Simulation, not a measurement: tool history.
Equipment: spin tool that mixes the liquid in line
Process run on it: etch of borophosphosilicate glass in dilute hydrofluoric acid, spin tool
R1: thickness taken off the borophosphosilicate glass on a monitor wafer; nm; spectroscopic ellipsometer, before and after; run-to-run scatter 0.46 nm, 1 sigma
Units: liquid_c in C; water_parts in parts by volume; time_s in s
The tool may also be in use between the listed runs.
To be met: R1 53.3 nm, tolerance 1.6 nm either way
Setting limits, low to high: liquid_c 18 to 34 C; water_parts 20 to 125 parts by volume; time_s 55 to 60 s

Run 1, hour 0: liquid_c 26 C, water_parts 70 parts by volume, time_s 55 s. Result: R1 40.784 nm.
Run 2, hour 5.7: liquid_c 27 C, water_parts 70 parts by volume, time_s 55 s. Result: R1 42.256 nm.
Run 3, hour 9.7: liquid_c 27 C, water_parts 70 parts by volume, time_s 55 s. Result: R1 42.65 nm.
Run 4, hour 17.8: liquid_c 28 C, water_parts 70 parts by volume, time_s 55 s. Result: R1 44.397 nm.
Run 5, hour 21.3: liquid_c 28 C, water_parts 70 parts by volume, time_s 60 s. Result: R1 47.28 nm.
Run 6, hour 22.7: liquid_c 28 C, water_parts 70 parts by volume, time_s 60 s. Result: R1 48.37 nm.
Run 7, hour 25.1: liquid_c 28.5 C, water_parts 70 parts by volume, time_s 60 s. Result: R1 49.29 nm.
Run 8, hour 29.5: liquid_c 29 C, water_parts 70 parts by volume, time_s 60 s. Result: R1 49.838 nm.
Run 9, hour 30.3: liquid_c 29.5 C, water_parts 70 parts by volume, time_s 60 s. Result: R1 50.811 nm.

Of the 4 settings listed for the next run, only one would bring every result within its allowed miss of target. Which one?
Run A, hour 31.1: liquid_c 30 C, water_parts 70 parts by volume, time_s 55 s. Result: R1 ?.
Run B, hour 31.1: liquid_c 30.5 C, water_parts 70 parts by volume, time_s 60 s. Result: R1 ?.
Run C, hour 31.1: liquid_c 31.5 C, water_parts 75 parts by volume, time_s 55 s. Result: R1 ?.
Run D, hour 31.1: liquid_c 29 C, water_parts 70 parts by volume, time_s 60 s. Result: R1 ?.

move      R1
   A  47.291
   B  52.595
   C  46.423
   D  49.624
A: its largest miss is bigger than the last run's
B: every result within its allowed miss
C: its largest miss is bigger than the last run's
D: its largest miss is bigger than the last run's
Go with B: it meets all targets.
